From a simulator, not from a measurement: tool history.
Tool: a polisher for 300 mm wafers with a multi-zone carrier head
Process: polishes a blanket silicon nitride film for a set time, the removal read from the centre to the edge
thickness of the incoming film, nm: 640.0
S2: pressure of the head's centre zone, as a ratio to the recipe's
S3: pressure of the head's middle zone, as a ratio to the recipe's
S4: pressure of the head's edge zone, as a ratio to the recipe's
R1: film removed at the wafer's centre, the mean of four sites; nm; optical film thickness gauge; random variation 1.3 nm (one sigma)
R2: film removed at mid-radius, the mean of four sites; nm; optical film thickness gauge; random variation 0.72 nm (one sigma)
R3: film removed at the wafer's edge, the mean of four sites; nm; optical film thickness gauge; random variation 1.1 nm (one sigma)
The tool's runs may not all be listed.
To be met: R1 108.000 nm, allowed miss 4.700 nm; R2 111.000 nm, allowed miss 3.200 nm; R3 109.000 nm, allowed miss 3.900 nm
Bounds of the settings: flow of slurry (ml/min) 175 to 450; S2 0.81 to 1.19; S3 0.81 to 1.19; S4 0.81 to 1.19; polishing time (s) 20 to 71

run 1 day=0.000 | flow_of_slurry_(ml/min)=290 S2=1.00 S3=1.00 S4=1.00 polishing_time_(s)=45 | R1=73.227 R2=73.661 R3=74.052
run 2 day=0.275 | flow_of_slurry_(ml/min)=290 S2=1.06 S3=1.00 S4=1.00 polishing_time_(s)=45 | R1=78.077 R2=73.345 R3=73.786
run 3 day=0.375 | flow_of_slurry_(ml/min)=295 S2=1.06 S3=1.02 S4=1.03 polishing_time_(s)=48 | R1=81.273 R2=79.885 R3=80.304
run 4 day=0.746 | flow_of_slurry_(ml/min)=295 S2=1.06 S3=1.09 S4=1.03 polishing_time_(s)=48 | R1=83.770 R2=84.502 R3=81.267
run 5 day=0.971 | flow_of_slurry_(ml/min)=300 S2=1.07 S3=1.11 S4=1.06 polishing_time_(s)=50 | R1=87.605 R2=89.332 R3=85.578
run 6 day=1.267 | flow_of_slurry_(ml/min)=300 S2=1.08 S3=1.12 S4=1.08 polishing_time_(s)=52 | R1=91.042 R2=93.700 R3=87.969
run 7 day=1.296 | flow_of_slurry_(ml/min)=305 S2=1.08 S3=1.11 S4=1.09 polishing_time_(s)=54 | R1=96.160 R2=95.589 R3=93.212
run 8 day=1.454 | flow_of_slurry_(ml/min)=310 S2=1.08 S3=1.12 S4=1.11 polishing_time_(s)=55 | R1=97.603 R2=100.000 R3=97.105
run 9 day=1.475 | flow_of_slurry_(ml/min)=320 S2=1.09 S3=1.13 S4=1.13 polishing_time_(s)=56 | R1=100.970 R2=102.100 R3=97.570
run 10 day=1.642 | flow_of_slurry_(ml/min)=315 S2=1.08 S3=1.13 S4=1.13 polishing_time_(s)=57 | R1=101.840 R2=103.300 R3=100.260
run 11 day=1.679 | flow_of_slurry_(ml/min)=315 S2=1.08 S3=1.13 S4=1.13 polishing_time_(s)=57 | R1=99.783 R2=104.270 R3=101.150
run 12 day=1.996 | flow_of_slurry_(ml/min)=315 S2=1.09 S3=1.13 S4=1.14 polishing_time_(s)=58 | R1=102.610 R2=104.870 R3=102.940
run 13 day=2.279 | flow_of_slurry_(ml/min)=320 S2=1.09 S3=1.13 S4=1.15 polishing_time_(s)=58 | R1=103.720 R2=105.590 R3=104.340
run 14 day=2.333 | flow_of_slurry_(ml/min)=325 S2=1.09 S3=1.14 S4=1.16 polishing_time_(s)=58 | R1=104.820 R2=107.070 R3=105.150

4 next moves are on the table. One of them brings every result within its allowed miss. Which?
run A day=2.388 | flow_of_slurry_(ml/min)=315 S2=1.05 S3=1.08 S4=1.19 polishing_time_(s)=59 | R1=? R2=? R3=?
run B day=2.388 | flow_of_slurry_(ml/min)=380 S2=1.08 S3=1.01 S4=1.17 polishing_time_(s)=61 | R1=? R2=? R3=?
run C day=2.388 | flow_of_slurry_(ml/min)=415 S2=1.17 S3=1.15 S4=1.08 polishing_time_(s)=58 | R1=? R2=? R3=?
run D day=2.388 | flow_of_slurry_(ml/min)=340 S2=1.09 S3=1.13 S4=1.17 polishing_time_(s)=60 | R1=? R2=? R3=?

move=A R1=102.050 R2=103.970 R3=107.170
move=B R1=110.530 R2=103.260 R3=111.390
move=C R1=114.880 R2=110.390 R3=102.130
move=D R1=108.680 R2=110.700 R3=108.580
A: further off than the last run
B: further off than the last run
C: brings the result that was furthest off to its target, and leaves another outside
D: meets every target
Move D is the one to make.
